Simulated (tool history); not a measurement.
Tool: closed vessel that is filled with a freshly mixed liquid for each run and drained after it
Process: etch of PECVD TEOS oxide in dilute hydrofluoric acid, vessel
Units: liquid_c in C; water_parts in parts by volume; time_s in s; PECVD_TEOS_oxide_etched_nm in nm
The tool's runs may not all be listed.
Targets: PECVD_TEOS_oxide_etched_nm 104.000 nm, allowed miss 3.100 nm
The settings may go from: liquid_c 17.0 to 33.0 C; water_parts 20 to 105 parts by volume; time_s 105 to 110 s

run,hour,liquid_c,water_parts,time_s,PECVD_TEOS_oxide_etched_nm
1,0.0,25.0,55,105,41.229
2,1.8,25.0,45,105,50.161
3,10.4,25.0,60,105,36.752
4,13.3,27.0,50,105,48.428
5,21.4,24.0,50,105,43.239
6,25.4,22.0,50,105,39.672
7,30.2,24.5,45,105,49.376
8,34.1,28.5,20,105,136.500
9,41.0,27.5,20,105,132.150
10,47.3,26.5,20,105,125.160
11,49.7,25.5,20,105,119.360
12,52.4,25.0,20,105,116.450
13,56.1,24.5,20,105,115.030
14,59.3,24.0,20,105,112.930
15,63.5,23.5,20,105,111.310

Which of these 5 next moves meets every target?
A,67.7,26.5,25,105,?
B,67.7,24.5,20,110,?
C,67.7,25.5,20,105,?
D,67.7,25.0,20,105,?
E,67.7,21.0,20,110,?

move,PECVD_TEOS_oxide_etched_nm
A,99.721
B,121.000
C,120.450
D,117.950
E,104.240
A: takes the result that was furthest off past its target
B: further off than the last run
C: further off than the last run
D: further off than the last run
E: meets every target
Move E is the one to make.
